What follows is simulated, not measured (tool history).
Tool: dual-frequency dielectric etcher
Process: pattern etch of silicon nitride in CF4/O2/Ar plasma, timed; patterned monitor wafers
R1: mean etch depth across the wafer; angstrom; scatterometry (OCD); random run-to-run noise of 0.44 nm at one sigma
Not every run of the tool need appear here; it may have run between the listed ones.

Run 1, hour 0: source power (W) 410, bias power (W) 62, Ar flow (sccm) 79, CF4 flow (sccm) 80, etch time (s) 91.5. Result: R1 1498.3 angstrom.
Run 2, hour 7.7: source power (W) 410, bias power (W) 62, Ar flow (sccm) 79, CF4 flow (sccm) 88, etch time (s) 91.5. Result: R1 1526.6 angstrom.
Run 3, hour 14: source power (W) 380, bias power (W) 60, Ar flow (sccm) 79, CF4 flow (sccm) 88, etch time (s) 91.5. Result: R1 1395.2 angstrom.
Run 4, hour 22.5: source power (W) 360, bias power (W) 60, Ar flow (sccm) 79, CF4 flow (sccm) 88, etch time (s) 91.5. Result: R1 1314.1 angstrom.
Run 5, hour 25.1: source power (W) 340, bias power (W) 60, Ar flow (sccm) 79, CF4 flow (sccm) 88, etch time (s) 91.5. Result: R1 1228.4 angstrom.
Run 6, hour 25.9: source power (W) 330, bias power (W) 60, Ar flow (sccm) 79, CF4 flow (sccm) 88, etch time (s) 91.5. Result: R1 1193.3 angstrom.

Expected results for the next run?
Run 7, hour 34.7: source power (W) 320, bias power (W) 60, Ar flow (sccm) 79, CF4 flow (sccm) 88, etch time (s) 91.5. Result: R1 ?.

{"run 7": {"R1": 1139.1}}
